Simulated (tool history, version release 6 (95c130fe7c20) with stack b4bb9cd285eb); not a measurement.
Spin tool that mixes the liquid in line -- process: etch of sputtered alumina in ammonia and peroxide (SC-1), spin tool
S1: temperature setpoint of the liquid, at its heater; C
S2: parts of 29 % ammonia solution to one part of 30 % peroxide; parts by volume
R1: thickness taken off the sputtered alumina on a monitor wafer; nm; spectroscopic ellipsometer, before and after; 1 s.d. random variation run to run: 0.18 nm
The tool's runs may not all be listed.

{"run": 1, "day": 0.0, "S1": 49.0, "S2": 0.7, "time under the liquid (s)": 275, "R1": 16.817}
{"run": 2, "day": 0.075, "S1": 50.5, "S2": 0.7, "time under the liquid (s)": 275, "R1": 18.18}
{"run": 3, "day": 0.225, "S1": 50.5, "S2": 0.9, "time under the liquid (s)": 275, "R1": 18.907}
{"run": 4, "day": 0.479, "S1": 50.5, "S2": 0.75, "time under the liquid (s)": 275, "R1": 18.31}
{"run": 5, "day": 0.525, "S1": 51.5, "S2": 0.75, "time under the liquid (s)": 275, "R1": 19.408}
{"run": 6, "day": 0.783, "S1": 51.5, "S2": 0.6, "time under the liquid (s)": 275, "R1": 18.886}
{"run": 7, "day": 1.129, "S1": 52.5, "S2": 0.6, "time under the liquid (s)": 275, "R1": 19.94}
{"run": 8, "day": 1.496, "S1": 53.0, "S2": 0.6, "time under the liquid (s)": 275, "R1": 20.374}

What will run 9 give?
{"run": 9, "day": 1.746, "S1": 53.5, "S2": 0.6, "time under the liquid (s)": 275, "R1": "?"}

{"run 9": {"R1": 21.068}}
